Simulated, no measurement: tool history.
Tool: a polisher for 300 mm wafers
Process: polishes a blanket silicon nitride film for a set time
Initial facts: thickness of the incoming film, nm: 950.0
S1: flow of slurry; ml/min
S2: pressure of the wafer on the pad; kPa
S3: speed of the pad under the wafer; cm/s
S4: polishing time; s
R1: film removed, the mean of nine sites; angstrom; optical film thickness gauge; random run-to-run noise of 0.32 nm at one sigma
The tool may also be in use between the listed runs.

| run | day | S1 | S2 | S3 | S4 | R1 |
|---|---|---|---|---|---|---|
| 1 | 0.000 | 155 | 29.6 | 102 | 30 | 620.82 |
| 2 | 0.117 | 155 | 29.6 | 102 | 27 | 558.11 |
| 3 | 0.154 | 190 | 29.6 | 102 | 27 | 576.87 |
| 4 | 0.283 | 190 | 26.2 | 102 | 27 | 508.30 |
| 5 | 0.312 | 190 | 26.2 | 102 | 30 | 570.99 |
| 6 | 0.458 | 185 | 22.8 | 102 | 30 | 498.80 |
| 7 | 0.792 | 180 | 20.7 | 102 | 30 | 448.86 |

The next listed run, before its measurement:
| 8 | 0.908 | 180 | 20.7 | 102 | 30 | ? |

Run 8 produced R1 447.62 angstrom.
